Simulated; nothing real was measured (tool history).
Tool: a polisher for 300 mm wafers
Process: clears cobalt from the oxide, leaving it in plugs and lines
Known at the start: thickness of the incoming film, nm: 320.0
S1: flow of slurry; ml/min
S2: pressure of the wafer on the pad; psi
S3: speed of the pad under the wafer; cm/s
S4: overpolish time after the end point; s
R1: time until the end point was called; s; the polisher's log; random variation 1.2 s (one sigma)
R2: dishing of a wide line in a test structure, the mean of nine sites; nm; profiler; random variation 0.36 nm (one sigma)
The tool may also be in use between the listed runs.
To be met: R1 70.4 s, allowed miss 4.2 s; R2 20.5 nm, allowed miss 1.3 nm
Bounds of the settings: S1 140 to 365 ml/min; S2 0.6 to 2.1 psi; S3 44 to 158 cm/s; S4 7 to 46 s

Run 1, day 0: S1 235 ml/min, S2 1.3 psi, S3 100 cm/s, S4 24 s. Result: R1 101.33 s, R2 36.686 nm.
Run 2, day 0.304: S1 235 ml/min, S2 1.3 psi, S3 100 cm/s, S4 28 s. Result: R1 102.17 s, R2 39.223 nm.
Run 3, day 0.421: S1 230 ml/min, S2 1.4 psi, S3 100 cm/s, S4 23 s. Result: R1 94.691 s, R2 37.09 nm.
Run 4, day 0.571: S1 245 ml/min, S2 1.4 psi, S3 102 cm/s, S4 19 s. Result: R1 92.493 s, R2 33.67 nm.
Run 5, day 0.679: S1 275 ml/min, S2 1.4 psi, S3 106 cm/s, S4 16 s. Result: R1 91.917 s, R2 31.401 nm.
Run 6, day 0.829: S1 295 ml/min, S2 1.4 psi, S3 110 cm/s, S4 14 s. Result: R1 83.54 s, R2 28.559 nm.
Run 7, day 1.171: S1 360 ml/min, S2 1.1 psi, S3 136 cm/s, S4 7 s. Result: R1 88.421 s, R2 17.68 nm.
Run 8, day 1.492: S1 360 ml/min, S2 1.2 psi, S3 138 cm/s, S4 7 s. Result: R1 79.42 s, R2 19.064 nm.
Run 9, day 1.529: S1 360 ml/min, S2 1.4 psi, S3 140 cm/s, S4 7 s. Result: R1 65.031 s, R2 21.399 nm.

Which of these 4 next moves meets every target?
Run A, day 1.567: S1 365 ml/min, S2 1.2 psi, S3 152 cm/s, S4 7 s. Result: R1 ?, R2 ?.
Run B, day 1.567: S1 365 ml/min, S2 1.1 psi, S3 138 cm/s, S4 7 s. Result: R1 ?, R2 ?.
Run C, day 1.567: S1 365 ml/min, S2 1.5 psi, S3 140 cm/s, S4 7 s. Result: R1 ?, R2 ?.
Run D, day 1.567: S1 300 ml/min, S2 1.2 psi, S3 128 cm/s, S4 7 s. Result: R1 ?, R2 ?.

move      R1      R2
   A  70.066  20.785
   B  83.711  18.103
   C  61.112  23.006
   D  83.857  18.077
A: meets every target
B: takes the result that was furthest off past its target
C: further off than the last run
D: takes the result that was furthest off past its target
The right move is A.
